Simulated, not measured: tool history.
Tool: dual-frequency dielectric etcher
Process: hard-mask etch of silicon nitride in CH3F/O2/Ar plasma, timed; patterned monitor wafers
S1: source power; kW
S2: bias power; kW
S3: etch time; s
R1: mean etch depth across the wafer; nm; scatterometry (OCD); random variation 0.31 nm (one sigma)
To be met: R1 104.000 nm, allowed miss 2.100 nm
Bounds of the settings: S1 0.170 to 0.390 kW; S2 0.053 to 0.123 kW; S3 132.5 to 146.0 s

Run 1, hour 0.0: S1 0.280 kW, S2 0.088 kW, S3 146.0 s. Result: R1 94.702 nm.
Run 2, hour 8.4: S1 0.280 kW, S2 0.088 kW, S3 132.5 s. Result: R1 86.423 nm.
Run 3, hour 17.5: S1 0.300 kW, S2 0.091 kW, S3 133.0 s. Result: R1 89.494 nm.
Run 4, hour 19.1: S1 0.330 kW, S2 0.091 kW, S3 133.0 s. Result: R1 92.741 nm.
Run 5, hour 27.8: S1 0.340 kW, S2 0.095 kW, S3 134.0 s. Result: R1 96.324 nm.
Run 6, hour 34.5: S1 0.290 kW, S2 0.095 kW, S3 134.0 s. Result: R1 91.525 nm.
Run 7, hour 35.4: S1 0.310 kW, S2 0.098 kW, S3 134.5 s. Result: R1 94.729 nm.
Run 8, hour 38.8: S1 0.320 kW, S2 0.100 kW, S3 135.0 s. Result: R1 96.740 nm.
Run 9, hour 41.3: S1 0.330 kW, S2 0.101 kW, S3 135.0 s. Result: R1 99.160 nm.
Run 10, hour 46.2: S1 0.340 kW, S2 0.102 kW, S3 135.0 s. Result: R1 100.320 nm.
Run 11, hour 46.9: S1 0.350 kW, S2 0.103 kW, S3 135.0 s. Result: R1 101.880 nm.

4 next moves are on the table. One of them brings every result within its allowed miss. Which?
Run A, hour 47.6: S1 0.350 kW, S2 0.098 kW, S3 142.0 s. Result: R1 ?.
Run B, hour 47.6: S1 0.340 kW, S2 0.108 kW, S3 142.0 s. Result: R1 ?.
Run C, hour 47.6: S1 0.360 kW, S2 0.111 kW, S3 139.0 s. Result: R1 ?.
Run D, hour 47.6: S1 0.390 kW, S2 0.109 kW, S3 135.5 s. Result: R1 ?.

move       R1
   A  104.600
   B  108.190
   C  109.340
   D  108.670
A: meets every target
B: takes the result that was furthest off past its target
C: takes the result that was furthest off past its target
D: takes the result that was furthest off past its target
Move A is the one to make.

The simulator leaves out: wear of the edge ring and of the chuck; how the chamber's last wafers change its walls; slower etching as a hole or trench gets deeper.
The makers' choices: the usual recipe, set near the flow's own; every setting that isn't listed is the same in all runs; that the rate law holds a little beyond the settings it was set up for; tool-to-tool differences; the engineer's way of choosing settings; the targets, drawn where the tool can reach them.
